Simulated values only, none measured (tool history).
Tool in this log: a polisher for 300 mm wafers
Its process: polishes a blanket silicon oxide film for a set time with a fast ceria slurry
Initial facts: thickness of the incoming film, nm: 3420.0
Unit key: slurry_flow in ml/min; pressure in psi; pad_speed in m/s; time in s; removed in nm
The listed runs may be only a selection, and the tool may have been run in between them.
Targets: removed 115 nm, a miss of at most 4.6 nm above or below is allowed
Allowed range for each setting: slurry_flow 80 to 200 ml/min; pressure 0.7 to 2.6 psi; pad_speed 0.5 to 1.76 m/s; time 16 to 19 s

{"run": 1, "hour": 0.0, "slurry_flow": 130, "pressure": 1.6, "pad_speed": 1.12, "time": 19, "removed": 163.54}
{"run": 2, "hour": 1.7, "slurry_flow": 130, "pressure": 2, "pad_speed": 1.12, "time": 19, "removed": 200.6}
{"run": 3, "hour": 7.1, "slurry_flow": 130, "pressure": 2, "pad_speed": 1.02, "time": 19, "removed": 179.33}
{"run": 4, "hour": 7.9, "slurry_flow": 130, "pressure": 2.2, "pad_speed": 1.02, "time": 19, "removed": 197.17}
{"run": 5, "hour": 10.8, "slurry_flow": 130, "pressure": 2.5, "pad_speed": 1.02, "time": 19, "removed": 220.48}
{"run": 6, "hour": 12.8, "slurry_flow": 130, "pressure": 2.5, "pad_speed": 1.16, "time": 19, "removed": 252.59}
{"run": 7, "hour": 14.5, "slurry_flow": 130, "pressure": 2.3, "pad_speed": 1.14, "time": 19, "removed": 229.64}
{"run": 8, "hour": 21.3, "slurry_flow": 130, "pressure": 2.1, "pad_speed": 1.12, "time": 19, "removed": 209.32}
{"run": 9, "hour": 29.1, "slurry_flow": 130, "pressure": 1.9, "pad_speed": 1.12, "time": 19, "removed": 190.47}
{"run": 10, "hour": 30.6, "slurry_flow": 130, "pressure": 1.8, "pad_speed": 1.12, "time": 19, "removed": 181.99}
{"run": 11, "hour": 37.3, "slurry_flow": 115, "pressure": 1.3, "pad_speed": 1.08, "time": 19, "removed": 131.73}
{"run": 12, "hour": 40.9, "slurry_flow": 105, "pressure": 1.2, "pad_speed": 1.08, "time": 19, "removed": 121.22}

Consider the 5 candidate settings below. Which is the only one whose results all fall within their allowed miss of target?
{"run": "A", "hour": 44.5, "slurry_flow": 115, "pressure": 1.2, "pad_speed": 1.22, "time": 17, "removed": "?"}
{"run": "B", "hour": 44.5, "slurry_flow": 95, "pressure": 1.4, "pad_speed": 1.06, "time": 17, "removed": "?"}
{"run": "C", "hour": 44.5, "slurry_flow": 115, "pressure": 0.9, "pad_speed": 1.12, "time": 19, "removed": "?"}
{"run": "D", "hour": 44.5, "slurry_flow": 125, "pressure": 0.9, "pad_speed": 1.16, "time": 18, "removed": "?"}
{"run": "E", "hour": 44.5, "slurry_flow": 100, "pressure": 1.1, "pad_speed": 1.14, "time": 17, "removed": "?"}

move=A removed=126.03
move=B removed=117.75
move=C removed=104.58
move=D removed=104.55
move=E removed=106.34
A: misses by more than the last run did
B: meets every target
C: the result that was furthest off in the last run now lies on the other side of its target
D: the result that was furthest off in the last run now lies on the other side of its target
E: the result that was furthest off in the last run now lies on the other side of its target
Go with B: it meets all targets.
